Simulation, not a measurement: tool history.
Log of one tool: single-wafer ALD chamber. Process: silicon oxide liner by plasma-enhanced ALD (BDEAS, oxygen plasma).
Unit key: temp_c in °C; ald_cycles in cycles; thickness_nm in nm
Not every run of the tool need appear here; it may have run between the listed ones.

| run | hour | temp_c | ald_cycles | thickness_nm |
|---|---|---|---|---|
| 1 | 0 | 320 | 42 | 4.0893 |
| 2 | 4.9 | 320 | 43 | 4.1818 |
| 3 | 13.7 | 312 | 43 | 4.2421 |
| 4 | 15.1 | 311 | 44 | 4.3337 |
| 5 | 16.6 | 318 | 44 | 4.3019 |
| 6 | 18 | 318 | 40 | 3.9141 |
| 7 | 22 | 318 | 41 | 4.0161 |

Run 8 has not been measured yet. What should we expect?
| 8 | 25.8 | 318 | 42 | ? |

{"run 8": {"thickness_nm": 4.0986}}

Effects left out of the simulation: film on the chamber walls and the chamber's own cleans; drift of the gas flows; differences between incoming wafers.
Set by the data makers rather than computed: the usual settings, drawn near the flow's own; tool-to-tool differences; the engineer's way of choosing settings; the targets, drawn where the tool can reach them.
